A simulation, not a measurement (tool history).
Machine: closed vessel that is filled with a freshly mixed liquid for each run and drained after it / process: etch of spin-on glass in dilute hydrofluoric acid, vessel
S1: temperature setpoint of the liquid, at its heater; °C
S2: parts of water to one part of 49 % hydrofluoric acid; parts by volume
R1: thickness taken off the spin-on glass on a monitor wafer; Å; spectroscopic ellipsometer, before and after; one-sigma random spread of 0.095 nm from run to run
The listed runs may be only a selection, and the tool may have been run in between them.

{"run": 1, "day": 0.0, "S1": 26, "S2": 190, "time in the liquid (s)": 35, "R1": 120.87}
{"run": 2, "day": 0.15, "S1": 26, "S2": 190, "time in the liquid (s)": 30, "R1": 103.27}
{"run": 3, "day": 0.479, "S1": 26, "S2": 190, "time in the liquid (s)": 35, "R1": 121.24}
{"run": 4, "day": 0.738, "S1": 24, "S2": 190, "time in the liquid (s)": 35, "R1": 111.84}
{"run": 5, "day": 1.071, "S1": 25.5, "S2": 190, "time in the liquid (s)": 35, "R1": 119.11}
{"run": 6, "day": 1.217, "S1": 25.5, "S2": 190, "time in the liquid (s)": 30, "R1": 101.6}
{"run": 7, "day": 1.538, "S1": 28, "S2": 155, "time in the liquid (s)": 30, "R1": 143.5}
{"run": 8, "day": 1.65, "S1": 29.5, "S2": 135, "time in the liquid (s)": 30, "R1": 175.99}
{"run": 9, "day": 1.696, "S1": 33.5, "S2": 90, "time in the liquid (s)": 30, "R1": 328.37}
{"run": 10, "day": 1.917, "S1": 32.5, "S2": 90, "time in the liquid (s)": 30, "R1": 315.41}
{"run": 11, "day": 2.233, "S1": 31.5, "S2": 90, "time in the liquid (s)": 30, "R1": 306.02}
{"run": 12, "day": 2.558, "S1": 30.5, "S2": 90, "time in the liquid (s)": 30, "R1": 293.64}
{"run": 13, "day": 2.658, "S1": 30, "S2": 90, "time in the liquid (s)": 30, "R1": 288.33}

Expected results for the next run?
{"run": 14, "day": 2.933, "S1": 29.5, "S2": 90, "time in the liquid (s)": 30, "R1": "?"}

Run 14 yielded R1 282.18 Å.
